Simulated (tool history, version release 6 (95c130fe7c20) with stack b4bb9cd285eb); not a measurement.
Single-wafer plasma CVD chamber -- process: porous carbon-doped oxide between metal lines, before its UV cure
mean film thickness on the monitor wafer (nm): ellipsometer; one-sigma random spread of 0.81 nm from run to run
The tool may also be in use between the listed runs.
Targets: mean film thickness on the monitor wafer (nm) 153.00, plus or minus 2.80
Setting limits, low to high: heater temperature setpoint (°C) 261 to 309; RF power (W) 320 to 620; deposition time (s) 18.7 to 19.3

run,hour,heater temperature setpoint (°C),RF power (W),deposition time (s),mean film thickness on the monitor wafer (nm)
1,0.0,285,470,18.7,115.14
2,6.2,295,470,18.7,108.50
3,11.0,291,485,18.7,114.67
4,14.9,288,495,18.7,117.20
5,20.5,285,505,18.7,122.29
6,28.1,285,505,19.3,124.06
7,31.2,282,515,19.3,128.92
8,37.2,280,520,19.3,130.61
9,38.5,278,525,19.3,135.51
# hour 44.7: RF generator calibrated
10,44.7,276,525,19.3,140.87
11,50.2,275,525,19.3,143.37
12,55.9,274,525,19.3,144.03
13,57.4,273,525,19.3,145.52
14,64.2,272,525,19.3,146.15

Which of these 5 next moves meets every target?
A,71.0,265,495,19.3,?
B,71.0,285,555,19.3,?
C,71.0,274,565,19.3,?
D,71.0,269,510,18.7,?
E,71.0,273,490,19.3,?

move,mean film thickness on the monitor wafer (nm)
A,145.44
B,141.45
C,152.39
D,140.97
E,137.77
A: misses by more than the last run did
B: misses by more than the last run did
C: every result within its allowed miss
D: misses by more than the last run did
E: misses by more than the last run did
Move C is the one to make.

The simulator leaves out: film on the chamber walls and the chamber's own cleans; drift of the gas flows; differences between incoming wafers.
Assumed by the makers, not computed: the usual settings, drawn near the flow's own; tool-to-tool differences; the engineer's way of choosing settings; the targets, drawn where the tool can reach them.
